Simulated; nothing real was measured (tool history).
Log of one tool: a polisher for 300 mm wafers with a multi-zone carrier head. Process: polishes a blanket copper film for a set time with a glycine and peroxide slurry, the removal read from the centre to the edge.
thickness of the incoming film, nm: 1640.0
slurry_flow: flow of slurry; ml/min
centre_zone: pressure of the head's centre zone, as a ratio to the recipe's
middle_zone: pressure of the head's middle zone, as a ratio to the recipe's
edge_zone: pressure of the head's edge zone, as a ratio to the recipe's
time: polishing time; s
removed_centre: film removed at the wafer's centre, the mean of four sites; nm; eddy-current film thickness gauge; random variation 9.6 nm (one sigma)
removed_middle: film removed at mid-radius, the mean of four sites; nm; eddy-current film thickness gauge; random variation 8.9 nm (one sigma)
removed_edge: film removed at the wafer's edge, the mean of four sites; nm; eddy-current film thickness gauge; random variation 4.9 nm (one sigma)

{"run": 1, "hour": 0.0, "slurry_flow": 190, "centre_zone": 1, "middle_zone": 1, "edge_zone": 1, "time": 62, "removed_centre": 543.59, "removed_middle": 563.76, "removed_edge": 538.29}
{"run": 2, "hour": 0.9, "slurry_flow": 190, "centre_zone": 1, "middle_zone": 0.92, "edge_zone": 1, "time": 62, "removed_centre": 525.16, "removed_middle": 525.67, "removed_edge": 548}
{"run": 3, "hour": 9.2, "slurry_flow": 195, "centre_zone": 0.99, "middle_zone": 0.95, "edge_zone": 1.02, "time": 65, "removed_centre": 551.62, "removed_middle": 555.31, "removed_edge": 578.71}
{"run": 4, "hour": 10.6, "slurry_flow": 200, "centre_zone": 0.98, "middle_zone": 0.98, "edge_zone": 1.03, "time": 68, "removed_centre": 579.29, "removed_middle": 607.54, "removed_edge": 604.82}
{"run": 5, "hour": 14.3, "slurry_flow": 205, "centre_zone": 0.98, "middle_zone": 1, "edge_zone": 1.05, "time": 70, "removed_centre": 592.82, "removed_middle": 627.57, "removed_edge": 626.69}
{"run": 6, "hour": 22.7, "slurry_flow": 205, "centre_zone": 0.98, "middle_zone": 1, "edge_zone": 1.05, "time": 59, "removed_centre": 502.26, "removed_middle": 531.84, "removed_edge": 532.69}
{"run": 7, "hour": 30.1, "slurry_flow": 210, "centre_zone": 0.98, "middle_zone": 1.02, "edge_zone": 1.07, "time": 62, "removed_centre": 542.06, "removed_middle": 577.27, "removed_edge": 559.37}
{"run": 8, "hour": 37.2, "slurry_flow": 215, "centre_zone": 0.92, "middle_zone": 1.06, "edge_zone": 1.15, "time": 80, "removed_centre": 650.72, "removed_middle": 756.45, "removed_edge": 760.27}

Run 9 comes next. What will it give?
{"run": 9, "hour": 39.6, "slurry_flow": 220, "centre_zone": 0.93, "middle_zone": 1.07, "edge_zone": 1.15, "time": 80, "removed_centre": "?", "removed_middle": "?", "removed_edge": "?"}

Run 9 gave removed_centre 669.38 nm, removed_middle 770.56 nm, removed_edge 759.94 nm.
